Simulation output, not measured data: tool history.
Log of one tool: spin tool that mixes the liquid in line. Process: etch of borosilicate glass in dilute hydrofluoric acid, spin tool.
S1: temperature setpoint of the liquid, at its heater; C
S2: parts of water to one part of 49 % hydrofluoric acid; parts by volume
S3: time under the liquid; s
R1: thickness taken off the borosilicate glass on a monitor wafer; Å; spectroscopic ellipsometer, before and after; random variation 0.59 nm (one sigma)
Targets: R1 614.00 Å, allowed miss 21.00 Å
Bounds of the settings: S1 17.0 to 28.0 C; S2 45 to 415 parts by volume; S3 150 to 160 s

| run | day | S1 | S2 | S3 | R1 |
|---|---|---|---|---|---|
| 1 | 0.000 | 20.0 | 230 | 150 | 199.86 |
| 2 | 0.200 | 23.5 | 230 | 150 | 230.32 |
| 3 | 0.358 | 24.5 | 200 | 150 | 283.02 |
| 4 | 0.433 | 21.5 | 200 | 150 | 254.73 |
| 5 | 0.529 | 22.5 | 175 | 150 | 304.19 |
| 6 | 0.812 | 26.0 | 175 | 150 | 345.31 |
| 7 | 1.062 | 26.5 | 155 | 150 | 410.34 |
| 8 | 1.433 | 27.0 | 145 | 150 | 445.95 |
| 9 | 1.767 | 27.0 | 135 | 150 | 487.03 |
| 10 | 2.125 | 27.0 | 130 | 150 | 511.36 |
| 11 | 2.292 | 27.0 | 125 | 150 | 535.05 |
| 12 | 2.508 | 27.0 | 120 | 150 | 563.43 |

5 next moves are on the table. One of them brings every result within its allowed miss. Which?
| A | 2.725 | 26.5 | 130 | 155 | ? |
| B | 2.725 | 24.5 | 125 | 155 | ? |
| C | 2.725 | 28.0 | 120 | 160 | ? |
| D | 2.725 | 27.5 | 140 | 155 | ? |
| E | 2.725 | 25.5 | 135 | 160 | ? |

| move | R1 |
|---|---|
| A | 517.66 |
| B | 501.74 |
| C | 620.43 |
| D | 492.85 |
| E | 492.38 |
A: further off than the last run
B: further off than the last run
C: meets every target
D: further off than the last run
E: further off than the last run
Answer: C
